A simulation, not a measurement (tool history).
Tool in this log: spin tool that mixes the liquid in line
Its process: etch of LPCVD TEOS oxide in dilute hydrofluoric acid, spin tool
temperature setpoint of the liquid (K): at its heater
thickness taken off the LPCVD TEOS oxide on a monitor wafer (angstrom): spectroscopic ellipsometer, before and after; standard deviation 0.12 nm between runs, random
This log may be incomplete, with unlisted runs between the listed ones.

| run | hour | temperature setpoint of the liquid (K) | parts of water to one part of 49 % hydrofluoric acid (parts by volume) | time under the liquid (s) | thickness taken off the LPCVD TEOS oxide on a monitor wafer (angstrom) |
|---|---|---|---|---|---|
| 1 | 0 | 298.15 | 115 | 50 | 117.54 |
| 2 | 2.8 | 300.15 | 115 | 50 | 125.57 |
| 3 | 10.5 | 300.15 | 115 | 50 | 127.44 |
| 4 | 15 | 301.65 | 115 | 50 | 133.69 |
| 5 | 21.9 | 304.65 | 115 | 50 | 150.48 |
| 6 | 28.9 | 304.65 | 95 | 50 | 185.71 |
| 7 | 31.7 | 303.65 | 95 | 50 | 179.6 |

Forecast run 8:
| 8 | 39.4 | 302.65 | 95 | 50 | ? |

Run 8 yielded thickness taken off the LPCVD TEOS oxide on a monitor wafer (angstrom) 174.39.

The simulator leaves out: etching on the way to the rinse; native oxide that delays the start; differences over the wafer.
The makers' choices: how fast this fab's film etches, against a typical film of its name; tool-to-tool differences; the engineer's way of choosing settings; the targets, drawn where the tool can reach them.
